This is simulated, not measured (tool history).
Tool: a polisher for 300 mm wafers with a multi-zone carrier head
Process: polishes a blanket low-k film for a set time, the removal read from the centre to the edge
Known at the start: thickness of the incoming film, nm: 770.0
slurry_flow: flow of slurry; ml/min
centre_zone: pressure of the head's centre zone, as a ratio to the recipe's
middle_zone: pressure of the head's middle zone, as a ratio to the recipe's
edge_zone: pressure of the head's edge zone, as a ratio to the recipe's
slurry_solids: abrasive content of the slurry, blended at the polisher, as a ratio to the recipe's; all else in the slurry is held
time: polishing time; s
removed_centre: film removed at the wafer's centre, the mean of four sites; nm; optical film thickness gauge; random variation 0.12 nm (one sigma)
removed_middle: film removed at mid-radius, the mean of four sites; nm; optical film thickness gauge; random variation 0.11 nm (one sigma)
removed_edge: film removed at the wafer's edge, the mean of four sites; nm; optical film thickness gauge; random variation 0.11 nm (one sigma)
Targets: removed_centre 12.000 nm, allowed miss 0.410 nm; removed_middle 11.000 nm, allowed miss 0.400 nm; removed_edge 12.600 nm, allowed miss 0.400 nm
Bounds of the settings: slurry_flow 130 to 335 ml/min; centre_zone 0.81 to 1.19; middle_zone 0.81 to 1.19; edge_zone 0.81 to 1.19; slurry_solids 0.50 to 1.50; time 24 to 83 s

{"run": 1, "day": 0.0, "slurry_flow": 215, "centre_zone": 1.0, "middle_zone": 1.0, "edge_zone": 1.0, "slurry_solids": 1.0, "time": 53, "removed_centre": 19.827, "removed_middle": 19.468, "removed_edge": 20.846}
{"run": 2, "day": 0.346, "slurry_flow": 215, "centre_zone": 1.0, "middle_zone": 1.0, "edge_zone": 0.95, "slurry_solids": 1.0, "time": 53, "removed_centre": 19.267, "removed_middle": 19.091, "removed_edge": 20.462}
{"run": 3, "day": 0.679, "slurry_flow": 215, "centre_zone": 1.0, "middle_zone": 1.0, "edge_zone": 1.02, "slurry_solids": 1.0, "time": 53, "removed_centre": 20.066, "removed_middle": 19.154, "removed_edge": 21.19}
{"run": 4, "day": 1.05, "slurry_flow": 210, "centre_zone": 1.0, "middle_zone": 0.96, "edge_zone": 0.97, "slurry_solids": 0.85, "time": 49, "removed_centre": 16.793, "removed_middle": 16.129, "removed_edge": 17.838}
{"run": 5, "day": 1.408, "slurry_flow": 210, "centre_zone": 1.0, "middle_zone": 0.96, "edge_zone": 0.97, "slurry_solids": 0.65, "time": 49, "removed_centre": 15.105, "removed_middle": 14.131, "removed_edge": 15.751}
{"day": 1.671, "done": "edge zone pressure recalibrated"}
{"run": 6, "day": 1.671, "slurry_flow": 210, "centre_zone": 1.0, "middle_zone": 0.96, "edge_zone": 0.92, "slurry_solids": 0.65, "time": 49, "removed_centre": 15.146, "removed_middle": 14.416, "removed_edge": 14.402}
{"run": 7, "day": 1.967, "slurry_flow": 195, "centre_zone": 0.98, "middle_zone": 0.91, "edge_zone": 0.92, "slurry_solids": 0.6, "time": 48, "removed_centre": 14.032, "removed_middle": 12.554, "removed_edge": 13.478}
{"run": 8, "day": 2.333, "slurry_flow": 180, "centre_zone": 0.94, "middle_zone": 0.9, "edge_zone": 0.92, "slurry_solids": 0.6, "time": 48, "removed_centre": 13.295, "removed_middle": 12.315, "removed_edge": 13.344}
{"run": 9, "day": 2.708, "slurry_flow": 170, "centre_zone": 0.92, "middle_zone": 0.88, "edge_zone": 0.92, "slurry_solids": 0.6, "time": 48, "removed_centre": 12.827, "removed_middle": 11.887, "removed_edge": 13.378}
{"run": 10, "day": 2.929, "slurry_flow": 165, "centre_zone": 0.91, "middle_zone": 0.87, "edge_zone": 0.91, "slurry_solids": 0.6, "time": 48, "removed_centre": 12.461, "removed_middle": 11.885, "removed_edge": 13.123}

4 next moves are on the table. One of them brings every result within its allowed miss. Which?
{"run": "A", "day": 3.15, "slurry_flow": 165, "centre_zone": 0.93, "middle_zone": 0.86, "edge_zone": 0.93, "slurry_solids": 0.6, "time": 45, "removed_centre": "?", "removed_middle": "?", "removed_edge": "?"}
{"run": "B", "day": 3.15, "slurry_flow": 215, "centre_zone": 0.85, "middle_zone": 0.96, "edge_zone": 0.82, "slurry_solids": 0.65, "time": 41, "removed_centre": "?", "removed_middle": "?", "removed_edge": "?"}
{"run": "C", "day": 3.15, "slurry_flow": 140, "centre_zone": 0.89, "middle_zone": 0.9, "edge_zone": 0.88, "slurry_solids": 0.6, "time": 45, "removed_centre": "?", "removed_middle": "?", "removed_edge": "?"}
{"run": "D", "day": 3.15, "slurry_flow": 155, "centre_zone": 0.84, "middle_zone": 0.84, "edge_zone": 1.03, "slurry_solids": 0.55, "time": 49, "removed_centre": "?", "removed_middle": "?", "removed_edge": "?"}

move=A removed_centre=11.806 removed_middle=11.147 removed_edge=12.344
move=B removed_centre=10.835 removed_middle=12.075 removed_edge=11.373
move=C removed_centre=10.922 removed_middle=11.182 removed_edge=11.732
move=D removed_centre=11.119 removed_middle=11.290 removed_edge=13.430
A: meets every target
B: further off than the last run
C: brings the result that was furthest off to its target, and leaves another outside
D: brings the result that was furthest off to its target, and leaves another outside
Move A is the one to make.

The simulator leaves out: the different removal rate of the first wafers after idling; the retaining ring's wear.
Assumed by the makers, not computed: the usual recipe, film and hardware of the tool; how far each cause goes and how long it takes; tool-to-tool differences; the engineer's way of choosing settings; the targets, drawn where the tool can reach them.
